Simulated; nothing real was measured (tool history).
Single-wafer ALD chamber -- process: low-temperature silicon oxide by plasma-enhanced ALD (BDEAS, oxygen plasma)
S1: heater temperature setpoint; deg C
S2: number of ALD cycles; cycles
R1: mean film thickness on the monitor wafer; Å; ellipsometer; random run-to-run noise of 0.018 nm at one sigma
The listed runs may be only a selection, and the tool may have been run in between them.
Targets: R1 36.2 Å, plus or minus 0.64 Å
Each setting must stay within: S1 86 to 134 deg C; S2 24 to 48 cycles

run	hour	S1	S2	R1
1	0	110	36	47.431
2	7.7	110	34	44.839
3	15.2	110	37	48.791
4	19.8	111	35	46.45
5	28.5	111	31	40.706
6	29.8	111	34	44.876
7	35.2	111	33	43.666
8	39.1	111	32	42.489
9	40.1	117	26	33.816
10	44.4	115	26	33.897
11	46.7	113	26	34.233

Exercise: of the 5 proposed moves below, exactly one satisfies all targets within the stated allowed misses. Which move is it?
A	49	110	24	?
B	49	117	28	?
C	49	118	25	?
D	49	105	24	?
E	49	103	26	?

move	R1
A	31.712
B	36.455
C	32.48
D	32.045
E	34.859
A: moves away from the targets compared with the last run
B: all results in spec
C: moves away from the targets compared with the last run
D: moves away from the targets compared with the last run
E: gains on the last run, yet a result remains outside its allowed miss
So the answer is move B, the one that meets all the targets.
